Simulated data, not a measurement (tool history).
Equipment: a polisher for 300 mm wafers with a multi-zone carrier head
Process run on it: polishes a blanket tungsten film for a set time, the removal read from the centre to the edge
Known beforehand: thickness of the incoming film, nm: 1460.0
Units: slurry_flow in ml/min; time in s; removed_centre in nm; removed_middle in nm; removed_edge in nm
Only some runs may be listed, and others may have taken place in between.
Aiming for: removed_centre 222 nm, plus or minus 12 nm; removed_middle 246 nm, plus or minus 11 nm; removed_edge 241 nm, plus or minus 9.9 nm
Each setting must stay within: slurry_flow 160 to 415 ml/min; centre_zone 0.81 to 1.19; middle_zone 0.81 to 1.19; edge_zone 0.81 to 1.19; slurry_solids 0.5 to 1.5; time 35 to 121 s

run  hour  slurry_flow  centre_zone  middle_zone  edge_zone  slurry_solids  time  removed_centre  removed_middle  removed_edge
  1     0          265            1            1          1              1    78          504.07          499.83        491.93
  2     4          210            1            1          1              1    78          464.26           481.5        500.35
  3   9.3          220         0.97         0.99       0.97           0.85    65          362.24          391.48        387.27
  4  17.4          220         0.97         0.99       0.97           0.85    56          317.13          333.65        329.31
  5    18          225         0.95         0.97       0.96           0.75    52          275.57          289.65        299.81
  6  23.1          225         0.95         0.97       1.01           0.75    52          276.81          294.38        307.63
  7  25.8          240         0.94         0.97       0.98           0.65    49          244.92          261.51        272.04
  8  29.9          240         0.91         0.99       0.88            0.6    49          235.94          264.71        247.82
  9    31          225         0.87         0.93       0.88            0.5    48          202.96          227.37        230.06
 10  32.2          225         0.88         0.94       0.89            0.5    48          202.85          233.32        237.56
 11  35.7          230         0.89         0.95       0.89            0.5    48          207.77          234.23        236.47
 12  41.4          230          0.9         0.96       0.89            0.5    48          208.54          234.25        236.52

Next run, 4 choices. One meets every target within its allowed miss, the rest don't. Which?
  A  47.1          280         0.93          0.9       1.05            0.5    47               ?               ?             ?
  B  47.1          160         0.93         0.99        0.9           0.55    51               ?               ?             ?
  C  47.1          160         0.92         0.94       0.89           0.55    48               ?               ?             ?
  D  47.1          210         0.91          0.9       0.94            0.5    49               ?               ?             ?

move  removed_centre  removed_middle  removed_edge
   A           221.9          227.21        252.98
   B          229.02          256.17        249.17
   C          213.14          230.86        233.47
   D          217.95          229.06        243.78
A: brings the last run's worst result on target, with another outside its allowed miss
B: hits every target within its allowed miss
C: brings the last run's worst result on target, with another outside its allowed miss
D: brings the last run's worst result on target, with another outside its allowed miss
B meets every target.
